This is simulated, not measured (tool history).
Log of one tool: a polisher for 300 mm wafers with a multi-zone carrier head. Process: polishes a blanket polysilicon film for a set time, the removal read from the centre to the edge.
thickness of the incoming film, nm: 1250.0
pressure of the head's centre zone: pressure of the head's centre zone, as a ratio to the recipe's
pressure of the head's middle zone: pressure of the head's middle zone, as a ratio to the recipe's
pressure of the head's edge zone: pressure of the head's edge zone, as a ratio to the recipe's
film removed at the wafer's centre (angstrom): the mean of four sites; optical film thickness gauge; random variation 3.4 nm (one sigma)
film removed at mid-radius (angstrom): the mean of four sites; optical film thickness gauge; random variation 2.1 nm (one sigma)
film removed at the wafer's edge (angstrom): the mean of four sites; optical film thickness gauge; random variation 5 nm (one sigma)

run,day,flow of slurry (ml/min),pressure of the head's centre zone,pressure of the head's middle zone,pressure of the head's edge zone,polishing time (s),film removed at the wafer's centre (angstrom),film removed at mid-radius (angstrom),film removed at the wafer's edge (angstrom)
1,0.000,310,1.00,1.00,1.00,37,4810.0,4681.7,4787.0
2,0.242,305,0.99,0.97,0.97,35,4593.5,4316.9,4480.6
3,0.262,305,0.99,0.97,1.05,35,4550.4,4342.6,4662.3
4,0.362,305,0.99,0.97,0.99,35,4564.1,4314.1,4548.0
5,0.529,305,0.98,0.96,0.96,33,4185.2,4021.0,4326.4
6,0.883,305,0.98,0.96,0.89,33,4258.6,4065.8,4062.1
7,0.971,300,0.97,0.94,0.88,32,3986.8,3868.8,3873.4
8,1.271,300,0.97,0.94,0.88,32,4024.6,3856.6,3909.1

The next listed run, before its measurement:
9,1.396,290,0.96,0.92,0.87,32,?,?,?

film removed at the wafer's centre (angstrom): 4003.0
film removed at mid-radius (angstrom): 3762.1
film removed at the wafer's edge (angstrom): 3794.5

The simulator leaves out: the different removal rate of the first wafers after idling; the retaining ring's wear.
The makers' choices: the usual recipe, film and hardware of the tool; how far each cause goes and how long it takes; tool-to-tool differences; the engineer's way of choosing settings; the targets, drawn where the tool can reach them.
